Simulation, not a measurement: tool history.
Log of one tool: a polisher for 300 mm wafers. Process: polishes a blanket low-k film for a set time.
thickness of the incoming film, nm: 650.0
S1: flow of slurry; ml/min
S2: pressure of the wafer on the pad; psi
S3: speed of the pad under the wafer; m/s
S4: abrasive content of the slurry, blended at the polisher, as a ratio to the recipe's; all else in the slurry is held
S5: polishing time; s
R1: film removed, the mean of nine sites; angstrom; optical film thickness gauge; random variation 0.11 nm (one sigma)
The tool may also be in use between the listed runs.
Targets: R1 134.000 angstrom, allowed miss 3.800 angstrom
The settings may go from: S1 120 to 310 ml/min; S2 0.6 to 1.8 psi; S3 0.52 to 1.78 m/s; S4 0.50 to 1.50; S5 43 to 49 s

{"run": 1, "hour": 0.0, "S1": 200, "S2": 1.2, "S3": 1.14, "S4": 1.0, "S5": 49, "R1": 116.86}
{"run": 2, "hour": 9.0, "S1": 155, "S2": 1.2, "S3": 1.14, "S4": 1.0, "S5": 49, "R1": 113.36}
{"run": 3, "hour": 13.9, "S1": 155, "S2": 0.9, "S3": 1.14, "S4": 1.0, "S5": 49, "R1": 89.693}
{"run": 4, "hour": 16.0, "S1": 160, "S2": 1.0, "S3": 1.14, "S4": 1.0, "S5": 49, "R1": 97.958}
{"run": 5, "hour": 20.7, "S1": 165, "S2": 1.1, "S3": 1.14, "S4": 1.0, "S5": 49, "R1": 105.72}
{"run": 6, "hour": 22.5, "S1": 170, "S2": 1.2, "S3": 1.14, "S4": 1.0, "S5": 49, "R1": 114.24}
{"run": 7, "hour": 24.6, "S1": 175, "S2": 1.2, "S3": 1.14, "S4": 1.0, "S5": 49, "R1": 116.7}
{"run": 8, "hour": 28.1, "S1": 175, "S2": 1.2, "S3": 1.14, "S4": 1.0, "S5": 49, "R1": 114.0}
{"run": 9, "hour": 28.7, "S1": 180, "S2": 1.2, "S3": 1.14, "S4": 1.0, "S5": 49, "R1": 114.93}
{"run": 10, "hour": 36.2, "S1": 185, "S2": 1.3, "S3": 1.14, "S4": 1.0, "S5": 49, "R1": 122.6}

5 next moves are on the table. One of them brings every result within its allowed miss. Which?
{"run": "A", "hour": 43.7, "S1": 195, "S2": 1.5, "S3": 1.24, "S4": 1.1, "S5": 45, "R1": "?"}
{"run": "B", "hour": 43.7, "S1": 150, "S2": 1.4, "S3": 1.24, "S4": 1.2, "S5": 48, "R1": "?"}
{"run": "C", "hour": 43.7, "S1": 195, "S2": 1.5, "S3": 1.16, "S4": 1.05, "S5": 45, "R1": "?"}
{"run": "D", "hour": 43.7, "S1": 190, "S2": 1.8, "S3": 0.96, "S4": 1.05, "S5": 49, "R1": "?"}
{"run": "E", "hour": 43.7, "S1": 195, "S2": 1.4, "S3": 1.22, "S4": 1.1, "S5": 47, "R1": "?"}

move=A R1=146.140
move=B R1=146.740
move=C R1=135.160
move=D R1=147.500
move=E R1=142.100
A: takes the result that was furthest off past its target
B: takes the result that was furthest off past its target
C: meets every target
D: takes the result that was furthest off past its target
E: takes the result that was furthest off past its target
Answer: C
